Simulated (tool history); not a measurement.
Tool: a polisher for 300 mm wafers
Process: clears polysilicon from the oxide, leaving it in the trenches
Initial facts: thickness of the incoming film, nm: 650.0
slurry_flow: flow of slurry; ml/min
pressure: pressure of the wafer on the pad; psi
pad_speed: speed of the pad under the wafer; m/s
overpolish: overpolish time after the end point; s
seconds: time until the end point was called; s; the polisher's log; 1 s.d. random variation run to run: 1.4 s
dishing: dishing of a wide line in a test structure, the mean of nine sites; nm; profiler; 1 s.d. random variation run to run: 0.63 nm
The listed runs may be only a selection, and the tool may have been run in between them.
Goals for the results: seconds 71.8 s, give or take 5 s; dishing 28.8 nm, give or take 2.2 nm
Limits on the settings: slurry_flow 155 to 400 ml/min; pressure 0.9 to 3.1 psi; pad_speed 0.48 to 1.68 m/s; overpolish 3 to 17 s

run	hour	slurry_flow	pressure	pad_speed	overpolish	seconds	dishing
1	0	255	2	1.08	9	48.446	29.355
2	4	255	2.5	1.08	9	42.94	29.626
3	7.6	255	2.2	1	9	50.422	30.128
4	10.5	305	2.2	1	9	49.905	30.456
5	15.1	295	1.9	0.96	8	58.798	27.399
6	19.6	295	1.8	0.94	9	60.432	28.671
7	28.5	295	1.7	0.92	9	63.854	29.43
8	31.7	295	1.7	0.92	9	64.401	28.136

Pick the move, out of 5, that brings all results within their allowed miss; only one does.
A	34.9	315	1.6	1.04	9	?	?
B	34.9	240	1.5	1.06	5	?	?
C	34.9	270	1.4	0.96	5	?	?
D	34.9	330	2	0.72	12	?	?
E	34.9	310	1.7	1.1	11	?	?

move	seconds	dishing
A	57.627	29.267
B	60.02	25.263
C	68.533	24.003
D	70.245	29.552
E	52.458	29.989
A: the biggest miss grows against the last run
B: the biggest miss grows against the last run
C: brings the result that was furthest off to its target, and leaves another outside
D: every result within its allowed miss
E: the biggest miss grows against the last run
The move that meets every target is D.
